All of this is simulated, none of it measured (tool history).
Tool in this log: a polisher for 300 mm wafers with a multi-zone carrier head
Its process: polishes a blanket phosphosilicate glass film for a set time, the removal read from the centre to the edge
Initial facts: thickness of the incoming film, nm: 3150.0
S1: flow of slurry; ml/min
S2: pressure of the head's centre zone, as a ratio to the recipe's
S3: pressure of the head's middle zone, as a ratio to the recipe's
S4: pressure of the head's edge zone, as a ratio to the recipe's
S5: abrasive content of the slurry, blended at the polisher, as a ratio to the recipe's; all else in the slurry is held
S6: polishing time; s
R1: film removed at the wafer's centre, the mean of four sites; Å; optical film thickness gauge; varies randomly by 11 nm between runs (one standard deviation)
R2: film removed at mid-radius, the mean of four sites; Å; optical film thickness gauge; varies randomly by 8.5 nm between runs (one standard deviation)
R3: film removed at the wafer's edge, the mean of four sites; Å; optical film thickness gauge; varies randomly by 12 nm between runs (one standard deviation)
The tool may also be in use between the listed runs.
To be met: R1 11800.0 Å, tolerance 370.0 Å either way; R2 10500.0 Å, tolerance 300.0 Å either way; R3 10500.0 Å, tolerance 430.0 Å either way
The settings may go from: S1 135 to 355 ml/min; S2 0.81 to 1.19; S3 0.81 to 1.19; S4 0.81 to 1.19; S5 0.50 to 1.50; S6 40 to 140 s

run	hour	S1	S2	S3	S4	S5	S6	R1	R2	R3
1	0.0	225	1.00	1.00	1.00	1.00	90	8231.4	8412.4	8445.8
2	8.4	240	1.04	1.02	1.03	1.05	90	8890.7	8759.5	8864.4
3	10.3	240	1.04	1.05	1.03	1.05	90	8891.7	8897.0	8763.0
4	11.2	250	1.07	1.07	1.05	1.10	90	9235.8	9187.3	9114.2
5	12.1	260	1.10	1.07	1.05	1.15	90	9934.5	9433.1	9239.8
6	16.6	260	1.10	1.07	0.99	1.15	90	9874.7	9418.1	9032.3
# hour 17.7: slurry nozzle cleaned
7	17.7	265	1.12	1.08	1.02	1.20	90	10567.0	10001.0	9449.7
8	21.6	310	1.16	1.04	1.12	1.20	90	11235.0	9931.6	10029.0
9	30.5	310	1.16	1.04	1.12	1.20	90	11180.0	10009.0	9838.9

Next run, 5 choices. One meets every target within its allowed miss, the rest don't. Which?
A	39.4	255	1.10	0.88	1.17	1.15	105	?	?	?
B	39.4	260	1.12	1.00	1.18	1.35	89	?	?	?
C	39.4	315	1.17	1.05	1.10	1.35	92	?	?	?
D	39.4	305	1.16	1.00	1.14	1.25	102	?	?	?
E	39.4	315	1.05	1.03	1.07	1.30	94	?	?	?

move	R1	R2	R3
A	11835.0	9886.1	11403.0
B	10819.0	9714.0	10252.0
C	11957.0	10620.0	10376.0
D	12762.0	11038.0	11398.0
E	10818.0	10573.0	10327.0
A: the furthest-off result lands on target, but another misses its tolerance
B: moves away from the targets compared with the last run
C: every result lands within tolerance
D: carries the result that was furthest off beyond its target, to the other side
E: moves away from the targets compared with the last run
The right move is C.
